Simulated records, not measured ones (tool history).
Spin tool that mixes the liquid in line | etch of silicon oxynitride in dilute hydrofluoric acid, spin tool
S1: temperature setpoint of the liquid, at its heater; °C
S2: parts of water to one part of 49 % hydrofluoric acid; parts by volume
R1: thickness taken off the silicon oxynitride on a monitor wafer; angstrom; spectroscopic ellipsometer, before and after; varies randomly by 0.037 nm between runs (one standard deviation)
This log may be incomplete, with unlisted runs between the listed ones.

{"run": 1, "hour": 0.0, "S1": 21.0, "S2": 295, "time under the liquid (s)": 90, "R1": 7.5523}
{"run": 2, "hour": 2.8, "S1": 21.0, "S2": 350, "time under the liquid (s)": 90, "R1": 6.2111}
{"run": 3, "hour": 7.6, "S1": 22.5, "S2": 295, "time under the liquid (s)": 90, "R1": 7.6601}
{"run": 4, "hour": 12.4, "S1": 22.5, "S2": 355, "time under the liquid (s)": 90, "R1": 6.3468}
{"run": 5, "hour": 15.1, "S1": 22.5, "S2": 355, "time under the liquid (s)": 70, "R1": 5.0229}
{"run": 6, "hour": 17.8, "S1": 22.5, "S2": 355, "time under the liquid (s)": 70, "R1": 4.8641}
{"run": 7, "hour": 20.5, "S1": 22.5, "S2": 290, "time under the liquid (s)": 75, "R1": 6.9203}
{"run": 8, "hour": 24.4, "S1": 23.5, "S2": 235, "time under the liquid (s)": 80, "R1": 9.6433}
{"run": 9, "hour": 28.3, "S1": 24.0, "S2": 200, "time under the liquid (s)": 80, "R1": 11.921}
{"run": 10, "hour": 31.3, "S1": 24.5, "S2": 175, "time under the liquid (s)": 80, "R1": 14.424}
{"run": 11, "hour": 37.0, "S1": 25.0, "S2": 165, "time under the liquid (s)": 80, "R1": 15.891}

Run 12, settings as shown, results not yet in. Your forecast:
{"run": 12, "hour": 40.0, "S1": 25.5, "S2": 160, "time under the liquid (s)": 80, "R1": "?"}

Run 12 gave R1 16.3190 angstrom.
